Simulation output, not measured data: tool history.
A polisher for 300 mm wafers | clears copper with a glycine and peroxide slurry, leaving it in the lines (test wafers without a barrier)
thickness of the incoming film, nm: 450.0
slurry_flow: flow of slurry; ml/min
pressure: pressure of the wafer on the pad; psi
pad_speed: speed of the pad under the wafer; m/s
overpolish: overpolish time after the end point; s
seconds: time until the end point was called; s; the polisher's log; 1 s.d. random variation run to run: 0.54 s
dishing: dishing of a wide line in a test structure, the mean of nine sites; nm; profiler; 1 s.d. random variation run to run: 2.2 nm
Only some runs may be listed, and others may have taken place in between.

run    day  slurry_flow  pressure  pad_speed  overpolish  seconds  dishing
  1      0          270       2.5       1.08          25   89.633   82.684
  2  0.046          270       2.8       1.08          28   83.132   93.861
  3  0.317          300       2.8       1.08          28    79.71   93.496
  4  0.383          300       2.8       0.84          28   99.539   85.865
  5  0.512          300       2.2       0.84          28    117.8   72.742
  6  0.708          300       2.2       0.84          39   120.63   90.634
  7  0.808          315       2.8       0.88          37   94.911   104.51

Run 8 is up next; what results do you expect?
  8  0.996          330       3.2       0.88          37        ?        ?

{"run 8": {"seconds": 85.539, "dishing": 113.58}}
